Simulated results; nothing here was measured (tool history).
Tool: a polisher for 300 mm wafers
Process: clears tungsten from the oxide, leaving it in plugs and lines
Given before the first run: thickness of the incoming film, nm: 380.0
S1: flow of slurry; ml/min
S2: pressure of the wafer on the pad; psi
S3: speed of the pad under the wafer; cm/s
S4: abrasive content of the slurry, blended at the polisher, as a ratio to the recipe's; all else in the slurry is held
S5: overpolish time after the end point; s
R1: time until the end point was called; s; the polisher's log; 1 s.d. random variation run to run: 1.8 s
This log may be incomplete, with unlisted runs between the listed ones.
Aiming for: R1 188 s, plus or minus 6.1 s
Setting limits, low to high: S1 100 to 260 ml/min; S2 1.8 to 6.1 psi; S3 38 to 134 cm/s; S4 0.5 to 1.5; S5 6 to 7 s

run    day   S1   S2  S3   S4  S5      R1
  1      0  165  3.9  86    1   7  117.33
  2  0.188  165  3.9  70    1   7  133.62
  3  0.258  165  3.9  70  0.8   7  136.29
  4  0.475  165  3.9  70  0.8   7  137.97
  5  0.788  160  3.7  70  0.8   7  145.33
  6  1.158  155  3.5  70  0.8   7  149.41
  7  1.179  155  3.3  70  0.8   7  159.93
  8  1.433  155  3.2  70  0.8   7  163.97
  9  1.767  155  3.1  70  0.8   7  169.93
 10  2.067  155    3  70  0.8   7  174.74
 11  2.212  155  2.9  70  0.8   7  181.23

Next run, 4 choices. One meets every target within its allowed miss, the rest don't. Which?
  A  2.358  170    3  48   0.7   6   ?
  B  2.358  170  2.5  70  0.85   6   ?
  C  2.358  110  2.9  64   0.6   7   ?
  D  2.358  125  2.6  66   0.5   7   ?

move      R1
   A  208.97
   B   205.7
   C  189.29
   D  205.91
A: pushes the last run's worst result past its target
B: pushes the last run's worst result past its target
C: in spec on every target
D: pushes the last run's worst result past its target
The right move is C.

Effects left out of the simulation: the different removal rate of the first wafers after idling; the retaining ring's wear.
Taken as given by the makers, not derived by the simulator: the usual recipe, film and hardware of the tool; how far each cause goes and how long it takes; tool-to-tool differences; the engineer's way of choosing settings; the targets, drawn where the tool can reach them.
